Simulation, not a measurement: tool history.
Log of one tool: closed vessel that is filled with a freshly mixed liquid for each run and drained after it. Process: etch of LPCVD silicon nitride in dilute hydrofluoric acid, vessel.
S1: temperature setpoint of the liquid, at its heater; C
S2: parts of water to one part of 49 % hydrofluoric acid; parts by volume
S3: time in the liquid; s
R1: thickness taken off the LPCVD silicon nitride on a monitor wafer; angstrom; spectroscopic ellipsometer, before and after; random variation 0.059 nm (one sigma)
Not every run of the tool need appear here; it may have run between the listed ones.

| run | hour | S1 | S2 | S3 | R1 |
|---|---|---|---|---|---|
| 1 | 0.0 | 25.0 | 60 | 1015 | 67.613 |
| 2 | 2.3 | 26.5 | 55 | 1015 | 80.939 |
| 3 | 4.2 | 26.5 | 45 | 1015 | 99.404 |
| 4 | 13.3 | 27.5 | 45 | 1015 | 106.710 |
| 5 | 22.8 | 27.5 | 40 | 1015 | 119.310 |
| 6 | 28.9 | 27.5 | 40 | 810 | 95.982 |
|  | 35.8 | thermometer replaced |
| 7 | 35.8 | 28.5 | 40 | 810 | 117.060 |
| 8 | 41.9 | 29.0 | 40 | 810 | 120.670 |

What does the tool deliver on the next run?
| 9 | 49.6 | 29.5 | 40 | 810 | ? |

{"run 9": {"R1": 124.58}}
